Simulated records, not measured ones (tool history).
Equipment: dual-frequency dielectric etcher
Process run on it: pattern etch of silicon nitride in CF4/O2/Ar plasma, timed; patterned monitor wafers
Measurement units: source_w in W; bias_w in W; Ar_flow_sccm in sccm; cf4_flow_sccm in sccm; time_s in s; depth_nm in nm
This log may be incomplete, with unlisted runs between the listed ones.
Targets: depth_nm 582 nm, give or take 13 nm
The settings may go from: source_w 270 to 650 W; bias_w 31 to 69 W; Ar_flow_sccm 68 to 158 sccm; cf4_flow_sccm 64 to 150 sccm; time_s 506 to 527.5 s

| run | day | source_w | bias_w | Ar_flow_sccm | cf4_flow_sccm | time_s | depth_nm |
|---|---|---|---|---|---|---|---|
| 1 | 0 | 460 | 50 | 113 | 107 | 506 | 842.41 |
| 2 | 0.133 | 460 | 54 | 113 | 107 | 506 | 869.01 |
| 3 | 0.433 | 460 | 54 | 113 | 122 | 506 | 870.96 |
| 4 | 0.554 | 460 | 61 | 113 | 122 | 506 | 922.28 |
| 5 | 0.621 | 460 | 57 | 113 | 122 | 506 | 900.92 |
| 6 | 0.812 | 460 | 52 | 113 | 122 | 506 | 874.12 |
| 7 | 1.171 | 460 | 52 | 113 | 122 | 506 | 869.31 |
| 8 | 1.262 | 420 | 51 | 114 | 121 | 506 | 775.79 |
| 9 | 1.483 | 320 | 50 | 114 | 121 | 506 | 563.37 |
| 10 | 1.608 | 320 | 50 | 114 | 121 | 506 | 563.99 |

Which one of the following 5 next-run settings gets every result inside its allowed miss? There is exactly one.
| A | 1.733 | 270 | 64 | 99 | 135 | 517 | ? |
| B | 1.733 | 300 | 54 | 132 | 94 | 527.5 | ? |
| C | 1.733 | 320 | 51 | 91 | 107 | 509 | ? |
| D | 1.733 | 300 | 51 | 113 | 131 | 506 | ? |
| E | 1.733 | 330 | 40 | 118 | 104 | 527.5 | ? |

| move | depth_nm |
|---|---|
| A | 548.37 |
| B | 552.89 |
| C | 593.58 |
| D | 541.37 |
| E | 551.52 |
A: lands further from the targets than the last run did
B: lands further from the targets than the last run did
C: hits every target within its allowed miss
D: lands further from the targets than the last run did
E: lands further from the targets than the last run did
C is the move that brings every result within its allowed miss.
